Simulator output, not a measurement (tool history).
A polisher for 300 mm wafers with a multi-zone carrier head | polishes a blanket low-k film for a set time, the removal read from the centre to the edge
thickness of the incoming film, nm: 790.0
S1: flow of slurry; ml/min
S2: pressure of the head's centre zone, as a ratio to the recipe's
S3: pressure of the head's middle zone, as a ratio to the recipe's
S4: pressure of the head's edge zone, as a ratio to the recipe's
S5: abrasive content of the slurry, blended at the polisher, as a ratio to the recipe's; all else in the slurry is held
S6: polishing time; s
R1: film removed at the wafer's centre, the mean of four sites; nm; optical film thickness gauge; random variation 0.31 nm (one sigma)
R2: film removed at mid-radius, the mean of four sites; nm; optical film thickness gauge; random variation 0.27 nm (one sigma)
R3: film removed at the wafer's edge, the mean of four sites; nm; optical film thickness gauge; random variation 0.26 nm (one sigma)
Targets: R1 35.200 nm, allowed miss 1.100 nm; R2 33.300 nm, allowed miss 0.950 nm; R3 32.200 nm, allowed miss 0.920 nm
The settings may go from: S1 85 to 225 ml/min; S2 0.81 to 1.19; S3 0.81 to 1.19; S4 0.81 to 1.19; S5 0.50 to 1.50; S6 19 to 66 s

{"run": 1, "day": 0.0, "S1": 145, "S2": 1.0, "S3": 1.0, "S4": 1.0, "S5": 1.0, "S6": 42, "R1": 23.919, "R2": 24.143, "R3": 24.125}
{"run": 2, "day": 0.233, "S1": 145, "S2": 1.0, "S3": 1.0, "S4": 1.0, "S5": 1.0, "S6": 50, "R1": 28.169, "R2": 28.661, "R3": 28.605}
{"run": 3, "day": 0.492, "S1": 165, "S2": 1.03, "S3": 1.01, "S4": 1.02, "S5": 1.0, "S6": 50, "R1": 30.123, "R2": 29.86, "R3": 29.79}
{"run": 4, "day": 0.821, "S1": 165, "S2": 1.03, "S3": 1.01, "S4": 1.02, "S5": 1.0, "S6": 46, "R1": 27.626, "R2": 27.697, "R3": 27.071}
{"run": 5, "day": 1.017, "S1": 165, "S2": 1.03, "S3": 1.01, "S4": 1.02, "S5": 1.0, "S6": 41, "R1": 24.931, "R2": 24.146, "R3": 24.35}
{"run": 6, "day": 1.325, "S1": 175, "S2": 1.06, "S3": 1.05, "S4": 1.06, "S5": 1.1, "S6": 41, "R1": 26.969, "R2": 26.25, "R3": 25.589}
{"run": 7, "day": 1.675, "S1": 185, "S2": 1.07, "S3": 1.06, "S4": 1.08, "S5": 1.2, "S6": 41, "R1": 28.297, "R2": 27.639, "R3": 27.061}
{"run": 8, "day": 1.912, "S1": 190, "S2": 1.09, "S3": 1.07, "S4": 1.1, "S5": 1.3, "S6": 41, "R1": 30.391, "R2": 28.53, "R3": 28.425}
{"run": 9, "day": 2.162, "S1": 195, "S2": 1.1, "S3": 1.09, "S4": 1.11, "S5": 1.35, "S6": 41, "R1": 31.129, "R2": 29.756, "R3": 29.098}

5 next moves are on the table. One of them brings every result within its allowed miss. Which?
{"run": "A", "day": 2.412, "S1": 210, "S2": 1.13, "S3": 1.1, "S4": 1.1, "S5": 1.3, "S6": 46, "R1": "?", "R2": "?", "R3": "?"}
{"run": "B", "day": 2.412, "S1": 145, "S2": 1.08, "S3": 0.96, "S4": 1.04, "S5": 1.5, "S6": 48, "R1": "?", "R2": "?", "R3": "?"}
{"run": "C", "day": 2.412, "S1": 145, "S2": 1.12, "S3": 1.16, "S4": 0.98, "S5": 1.45, "S6": 48, "R1": "?", "R2": "?", "R3": "?"}
{"run": "D", "day": 2.412, "S1": 180, "S2": 1.19, "S3": 0.98, "S4": 1.19, "S5": 1.35, "S6": 37, "R1": "?", "R2": "?", "R3": "?"}
{"run": "E", "day": 2.412, "S1": 205, "S2": 0.88, "S3": 1.07, "S4": 1.18, "S5": 1.4, "S6": 43, "R1": "?", "R2": "?", "R3": "?"}

move=A R1=35.355 R2=33.290 R3=32.356
move=B R1=34.455 R2=31.473 R3=32.988
move=C R1=35.356 R2=35.032 R3=31.612
move=D R1=29.557 R2=24.648 R3=27.030
move=E R1=26.288 R2=31.345 R3=32.147
A: meets every target
B: nearer than the last run, and not there yet
C: takes the result that was furthest off past its target
D: further off than the last run
E: further off than the last run
The right move is A.

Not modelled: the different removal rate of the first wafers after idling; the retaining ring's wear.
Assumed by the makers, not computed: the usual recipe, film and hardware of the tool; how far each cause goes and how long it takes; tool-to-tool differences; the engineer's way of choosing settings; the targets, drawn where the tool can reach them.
